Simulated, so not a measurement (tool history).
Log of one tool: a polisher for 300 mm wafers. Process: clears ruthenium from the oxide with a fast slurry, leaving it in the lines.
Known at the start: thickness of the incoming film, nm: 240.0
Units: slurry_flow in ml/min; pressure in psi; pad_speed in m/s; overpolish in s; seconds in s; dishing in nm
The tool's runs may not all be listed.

run  hour  slurry_flow  pressure  pad_speed  slurry_solids  overpolish  seconds  dishing
  1   0.0          180       2.6       1.04            1.0          23   68.286   65.361
  2   4.6          180       2.6       0.86            1.0          23   81.620   57.617
  3   6.1          140       2.6       0.86            1.0          23   88.115   55.129
  4  11.1          140       2.6       0.98            1.0          23   76.875   62.069
  5  16.3          140       2.5       0.98            1.0          24   80.858   62.143
  6  20.2          140       2.5       0.98            1.0          20   79.944   51.964
  7  27.5          140       2.4       0.98            1.0          21   83.706   54.932
  8  30.7          140       2.3       0.98            1.0          22   86.034   52.360
  9  36.1          135       2.2       0.98            1.0          24   90.508   57.080

Forecast run 10:
 10  41.5          135       2.1       0.98            1.0          25        ?        ?

Run 10 gave seconds 95.976 s, dishing 54.460 nm.

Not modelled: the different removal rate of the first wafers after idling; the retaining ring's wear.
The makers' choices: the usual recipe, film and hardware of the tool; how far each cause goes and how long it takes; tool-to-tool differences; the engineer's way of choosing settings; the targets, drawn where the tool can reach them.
